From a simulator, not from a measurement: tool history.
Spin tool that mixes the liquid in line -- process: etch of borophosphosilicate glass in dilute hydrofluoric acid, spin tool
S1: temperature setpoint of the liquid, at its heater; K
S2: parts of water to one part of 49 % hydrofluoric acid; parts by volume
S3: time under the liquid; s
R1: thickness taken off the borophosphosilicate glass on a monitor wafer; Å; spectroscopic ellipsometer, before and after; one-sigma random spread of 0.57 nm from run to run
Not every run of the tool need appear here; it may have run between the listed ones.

| run | hour | S1 | S2 | S3 | R1 |
|---|---|---|---|---|---|
| 1 | 0 | 296.15 | 270 | 290 | 561.33 |
| 2 | 1.6 | 296.15 | 270 | 290 | 561.66 |
| 3 | 10.6 | 297.15 | 270 | 290 | 581.5 |
| 4 | 13.8 | 297.65 | 270 | 290 | 593.08 |
| 5 | 21.8 | 297.65 | 190 | 290 | 909.77 |
| 6 | 28.1 | 294.65 | 190 | 290 | 819.35 |
| 7 | 34.3 | 293.65 | 195 | 290 | 761.25 |
| 8 | 38.8 | 293.15 | 195 | 290 | 748.01 |

Run 9, settings as shown, results not yet in. Your forecast:
| 9 | 45.1 | 292.65 | 195 | 290 | ? |

Run 9 gave R1 738.4 Å.

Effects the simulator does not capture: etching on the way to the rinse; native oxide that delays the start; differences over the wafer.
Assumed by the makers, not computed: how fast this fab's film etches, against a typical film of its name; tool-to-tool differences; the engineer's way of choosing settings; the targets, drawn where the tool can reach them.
